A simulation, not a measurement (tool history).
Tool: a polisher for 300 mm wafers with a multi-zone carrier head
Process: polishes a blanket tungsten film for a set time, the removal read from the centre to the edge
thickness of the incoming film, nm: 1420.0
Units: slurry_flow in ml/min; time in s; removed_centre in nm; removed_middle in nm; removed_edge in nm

| run | hour | slurry_flow | centre_zone | middle_zone | edge_zone | slurry_solids | time | removed_centre | removed_middle | removed_edge |
|---|---|---|---|---|---|---|---|---|---|---|
| 1 | 0.0 | 170 | 1.00 | 1.00 | 1.00 | 1.00 | 75 | 438.39 | 438.67 | 413.55 |
| 2 | 4.0 | 170 | 0.93 | 1.00 | 1.00 | 1.00 | 75 | 406.84 | 430.01 | 404.00 |
| 3 | 9.5 | 170 | 0.93 | 1.00 | 1.00 | 1.20 | 75 | 418.48 | 443.33 | 427.38 |
| 4 | 10.4 | 170 | 0.93 | 1.00 | 0.96 | 1.20 | 75 | 411.76 | 455.20 | 421.07 |
| 5 | 12.1 | 170 | 0.93 | 1.00 | 1.01 | 1.20 | 75 | 415.10 | 443.39 | 436.70 |
| 6 | 20.4 | 175 | 0.93 | 1.04 | 1.04 | 1.25 | 78 | 446.22 | 489.72 | 448.87 |
| 7 | 25.8 | 165 | 0.90 | 1.03 | 1.05 | 1.30 | 84 | 458.34 | 515.81 | 491.55 |
| 8 | 31.0 | 165 | 0.88 | 1.03 | 1.07 | 1.35 | 88 | 468.79 | 547.01 | 529.83 |
| 9 | 36.5 | 175 | 0.88 | 1.02 | 1.09 | 1.40 | 90 | 493.24 | 575.19 | 557.07 |
| 10 | 43.7 | 185 | 0.88 | 1.01 | 1.11 | 1.40 | 91 | 497.66 | 560.47 | 561.73 |
| 11 | 51.6 | 180 | 0.88 | 1.01 | 1.12 | 1.40 | 93 | 510.13 | 576.05 | 587.78 |
| 12 | 52.6 | 180 | 0.88 | 1.01 | 1.13 | 1.40 | 94 | 509.33 | 570.53 | 596.94 |

Run 13 comes next. What will it give?
| 13 | 58.8 | 185 | 0.88 | 1.02 | 1.14 | 1.40 | 95 | ? | ? | ? |

Run 13 gave removed_centre 521.48 nm, removed_middle 598.44 nm, removed_edge 597.12 nm.
